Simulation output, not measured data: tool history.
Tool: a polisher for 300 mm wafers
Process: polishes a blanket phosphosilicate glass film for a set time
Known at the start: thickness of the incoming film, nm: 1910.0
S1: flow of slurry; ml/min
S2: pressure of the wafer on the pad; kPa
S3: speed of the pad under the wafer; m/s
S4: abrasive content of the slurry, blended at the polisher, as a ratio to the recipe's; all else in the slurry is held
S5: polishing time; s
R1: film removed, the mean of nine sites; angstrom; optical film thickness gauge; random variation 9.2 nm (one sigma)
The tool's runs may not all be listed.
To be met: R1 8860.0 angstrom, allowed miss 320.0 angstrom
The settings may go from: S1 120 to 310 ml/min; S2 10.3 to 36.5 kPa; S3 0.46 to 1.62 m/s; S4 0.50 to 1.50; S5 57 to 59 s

Run 1, day 0.000: S1 200 ml/min, S2 23.4 kPa, S3 1.04 m/s, S4 1.00, S5 57 s. Result: R1 6618.3 angstrom.
Run 2, day 0.254: S1 200 ml/min, S2 24.8 kPa, S3 1.04 m/s, S4 1.00, S5 57 s. Result: R1 6990.1 angstrom.
Run 3, day 0.300: S1 200 ml/min, S2 24.8 kPa, S3 1.04 m/s, S4 1.20, S5 57 s. Result: R1 7357.3 angstrom.
Run 4, day 0.450: S1 200 ml/min, S2 25.5 kPa, S3 1.04 m/s, S4 1.20, S5 57 s. Result: R1 7654.5 angstrom.
Run 5, day 0.488: S1 200 ml/min, S2 21.4 kPa, S3 1.04 m/s, S4 1.20, S5 57 s. Result: R1 6691.3 angstrom.
Run 6, day 0.525: S1 200 ml/min, S2 21.4 kPa, S3 1.04 m/s, S4 1.20, S5 57 s. Result: R1 6862.4 angstrom.
Run 7, day 0.679: S1 200 ml/min, S2 23.4 kPa, S3 1.04 m/s, S4 1.20, S5 57 s. Result: R1 7144.9 angstrom.
Run 8, day 0.725: S1 200 ml/min, S2 24.8 kPa, S3 1.04 m/s, S4 1.20, S5 57 s. Result: R1 7610.3 angstrom.
Run 9, day 0.783: S1 200 ml/min, S2 25.5 kPa, S3 1.04 m/s, S4 1.20, S5 57 s. Result: R1 7673.7 angstrom.
Run 10, day 0.979: S1 200 ml/min, S2 26.2 kPa, S3 1.04 m/s, S4 1.20, S5 57 s. Result: R1 7887.3 angstrom.

Which of these 4 next moves meets every target?
Run A, day 1.175: S1 130 ml/min, S2 22.8 kPa, S3 1.18 m/s, S4 1.45, S5 59 s. Result: R1 ?.
Run B, day 1.175: S1 195 ml/min, S2 29.6 kPa, S3 1.04 m/s, S4 1.45, S5 59 s. Result: R1 ?.
Run C, day 1.175: S1 200 ml/min, S2 29.6 kPa, S3 1.16 m/s, S4 1.20, S5 59 s. Result: R1 ?.
Run D, day 1.175: S1 210 ml/min, S2 27.6 kPa, S3 1.14 m/s, S4 1.25, S5 57 s. Result: R1 ?.

move      R1
   A  8038.0
   B  9518.5
   C  9662.2
   D  8895.5
A: nearer than the last run, and not there yet
B: takes the result that was furthest off past its target
C: takes the result that was furthest off past its target
D: meets every target
The right move is D.
